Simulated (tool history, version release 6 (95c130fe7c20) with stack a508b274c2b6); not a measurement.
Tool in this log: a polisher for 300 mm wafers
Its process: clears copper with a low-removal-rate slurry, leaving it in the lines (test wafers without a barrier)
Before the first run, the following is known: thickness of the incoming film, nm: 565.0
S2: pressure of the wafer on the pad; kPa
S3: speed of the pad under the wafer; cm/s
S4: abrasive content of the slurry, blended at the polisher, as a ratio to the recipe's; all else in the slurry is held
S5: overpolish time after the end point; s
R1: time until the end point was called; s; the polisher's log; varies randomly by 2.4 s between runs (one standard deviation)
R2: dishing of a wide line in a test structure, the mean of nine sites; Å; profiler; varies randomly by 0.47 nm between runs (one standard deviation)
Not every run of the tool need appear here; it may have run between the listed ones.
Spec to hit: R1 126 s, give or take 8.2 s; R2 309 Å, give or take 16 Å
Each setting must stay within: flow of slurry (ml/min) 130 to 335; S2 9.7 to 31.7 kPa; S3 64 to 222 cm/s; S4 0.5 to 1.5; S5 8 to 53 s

{"run": 1, "hour": 0.0, "flow of slurry (ml/min)": 215, "S2": 20.7, "S3": 142, "S4": 1, "S5": 27, "R1": 130.26, "R2": 447.49}
{"run": 2, "hour": 4.1, "flow of slurry (ml/min)": 215, "S2": 18.6, "S3": 154, "S4": 1, "S5": 21, "R1": 144.77, "R2": 384.9}
{"run": 3, "hour": 6.7, "flow of slurry (ml/min)": 210, "S2": 17.9, "S3": 174, "S4": 1, "S5": 17, "R1": 135.83, "R2": 347.55}
{"run": 4, "hour": 7.4, "flow of slurry (ml/min)": 210, "S2": 17.9, "S3": 178, "S4": 1, "S5": 15, "R1": 132.75, "R2": 329.05}
{"run": 5, "hour": 10.2, "flow of slurry (ml/min)": 210, "S2": 17.9, "S3": 178, "S4": 0.8, "S5": 15, "R1": 137.79, "R2": 318.88}
{"run": 6, "hour": 13.2, "flow of slurry (ml/min)": 210, "S2": 17.9, "S3": 194, "S4": 0.8, "S5": 15, "R1": 127.7, "R2": 323.58}
{"run": 7, "hour": 16.3, "flow of slurry (ml/min)": 210, "S2": 17.9, "S3": 196, "S4": 0.8, "S5": 11, "R1": 128.07, "R2": 271.19}
{"run": 8, "hour": 22.7, "flow of slurry (ml/min)": 210, "S2": 17.9, "S3": 194, "S4": 0.8, "S5": 12, "R1": 126.52, "R2": 286.2}
{"run": 9, "hour": 28.1, "flow of slurry (ml/min)": 210, "S2": 17.9, "S3": 194, "S4": 0.8, "S5": 12, "R1": 130.18, "R2": 285.42}

Below are 5 possible settings for the next run. Only one of them brings all results inside the allowed miss of their targets. Which is it?
{"run": "A", "hour": 33.5, "flow of slurry (ml/min)": 215, "S2": 15.2, "S3": 192, "S4": 0.85, "S5": 15, "R1": "?", "R2": "?"}
{"run": "B", "hour": 33.5, "flow of slurry (ml/min)": 185, "S2": 18.6, "S3": 188, "S4": 0.6, "S5": 17, "R1": "?", "R2": "?"}
{"run": "C", "hour": 33.5, "flow of slurry (ml/min)": 230, "S2": 25.5, "S3": 150, "S4": 0.5, "S5": 9, "R1": "?", "R2": "?"}
{"run": "D", "hour": 33.5, "flow of slurry (ml/min)": 230, "S2": 15.9, "S3": 184, "S4": 0.65, "S5": 15, "R1": "?", "R2": "?"}
{"run": "E", "hour": 33.5, "flow of slurry (ml/min)": 215, "S2": 18.6, "S3": 184, "S4": 0.9, "S5": 13, "R1": "?", "R2": "?"}

move=A R1=146.01 R2=300.07
move=B R1=133.27 R2=343.69
move=C R1=114.79 R2=255.33
move=D R1=149.42 R2=296.39
move=E R1=123.88 R2=306.7
A: the worst result of the last run now meets its target, but another is out of spec
B: moves the result that the last run missed by most past its target, out the other side
C: the biggest miss grows against the last run
D: the worst result of the last run now meets its target, but another is out of spec
E: meets every target
Answer: E
